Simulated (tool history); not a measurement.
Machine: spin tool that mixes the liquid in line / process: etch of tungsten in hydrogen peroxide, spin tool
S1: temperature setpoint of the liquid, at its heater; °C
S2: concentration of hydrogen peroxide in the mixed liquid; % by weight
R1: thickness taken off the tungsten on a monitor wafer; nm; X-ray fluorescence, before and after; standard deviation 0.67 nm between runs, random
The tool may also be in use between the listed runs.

Run 1, hour 0: S1 56 °C, S2 17 % by weight, time under the liquid (s) 55. Result: R1 185 nm.
Run 2, hour 6.3: S1 56 °C, S2 14.5 % by weight, time under the liquid (s) 55. Result: R1 169.84 nm.
Run 3, hour 12.9: S1 59.5 °C, S2 14.5 % by weight, time under the liquid (s) 55. Result: R1 209.94 nm.
Run 4, hour 21.2: S1 56 °C, S2 14.5 % by weight, time under the liquid (s) 55. Result: R1 170.58 nm.
Run 5, hour 28.1: S1 56 °C, S2 12 % by weight, time under the liquid (s) 55. Result: R1 154.62 nm.
Run 6, hour 29: S1 56 °C, S2 12 % by weight, time under the liquid (s) 60. Result: R1 168.36 nm.
Run 7, hour 32.5: S1 54 °C, S2 12 % by weight, time under the liquid (s) 60. Result: R1 151.06 nm.
Run 8, hour 36.5: S1 52.5 °C, S2 12 % by weight, time under the liquid (s) 60. Result: R1 136.51 nm.

What does the tool deliver on the next run?
Run 9, hour 40.3: S1 52 °C, S2 12 % by weight, time under the liquid (s) 60. Result: R1 ?.

R1: 132.97 nm

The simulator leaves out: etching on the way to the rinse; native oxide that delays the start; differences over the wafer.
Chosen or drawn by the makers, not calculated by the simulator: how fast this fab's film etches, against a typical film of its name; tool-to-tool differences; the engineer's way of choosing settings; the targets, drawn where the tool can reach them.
